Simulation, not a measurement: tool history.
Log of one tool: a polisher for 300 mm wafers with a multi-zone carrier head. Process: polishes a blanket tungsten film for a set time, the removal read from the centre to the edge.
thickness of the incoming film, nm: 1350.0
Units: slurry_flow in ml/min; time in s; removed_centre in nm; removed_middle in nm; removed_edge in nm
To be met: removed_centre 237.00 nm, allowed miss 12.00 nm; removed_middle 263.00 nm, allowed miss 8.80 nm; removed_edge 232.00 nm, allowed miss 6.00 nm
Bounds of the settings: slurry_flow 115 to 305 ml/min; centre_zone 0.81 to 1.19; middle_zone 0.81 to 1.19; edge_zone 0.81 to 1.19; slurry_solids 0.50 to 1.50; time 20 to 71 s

run    day  slurry_flow  centre_zone  middle_zone  edge_zone  slurry_solids  time  removed_centre  removed_middle  removed_edge
  1  0.000          195         1.00         1.00       1.00           1.00    45          258.59          262.51        268.60
  2  0.250          195         1.00         1.00       1.00           1.00    50          288.87          289.50        301.41
  3  0.521          195         1.00         1.00       0.93           1.00    50          297.77          290.97        289.79
  4  0.854          160         1.00         1.00       0.93           1.00    50          290.36          276.77        282.40
  5  1.017          160         1.00         1.09       0.93           1.00    50          275.03          300.06        279.50
  6  1.062          160         1.00         1.09       0.92           0.95    50          285.02          298.55        279.96
  7  1.092          160         0.99         1.10       0.91           0.90    49          273.13          294.38        268.63
  8  1.296          155         0.98         1.10       0.90           0.85    49          257.45          292.14        263.47
  9  1.517          155         0.98         1.10       0.89           0.80    49          259.76          279.84        259.33
 10  1.588          155         0.98         1.11       0.88           0.80    49          257.05          282.91        258.77
 11  1.846          155         0.98         1.11       0.87           0.80    49          256.93          282.80        257.77
 12  2.029          155         0.98         1.11       0.86           0.80    49          266.97          284.27        257.71
 13  2.267          140         0.93         1.12       0.82           0.55    48          221.94          256.87        226.10
 14  2.454          145         0.93         1.12       0.82           0.55    48          217.67          255.05        224.78

5 next moves are on the table. One of them brings every result within its allowed miss. Which?
  A  2.642          220         0.94         1.09       0.81           0.50    47               ?               ?             ?
  B  2.642          155         0.90         1.15       0.84           0.55    46               ?               ?             ?
  C  2.642          155         0.94         1.08       0.94           0.65    45               ?               ?             ?
  D  2.642          125         1.11         1.09       0.81           0.55    49               ?               ?             ?
  E  2.642          125         0.84         1.09       0.90           0.55    52               ?               ?             ?

move  removed_centre  removed_middle  removed_edge
   A          235.24          261.54        231.00
   B          209.06          256.06        222.07
   C          219.86          244.26        233.05
   D          258.98          246.78        225.17
   E          207.52          262.23        247.93
A: meets every target
B: further off than the last run
C: further off than the last run
D: takes the result that was furthest off past its target
E: further off than the last run
Answer: A

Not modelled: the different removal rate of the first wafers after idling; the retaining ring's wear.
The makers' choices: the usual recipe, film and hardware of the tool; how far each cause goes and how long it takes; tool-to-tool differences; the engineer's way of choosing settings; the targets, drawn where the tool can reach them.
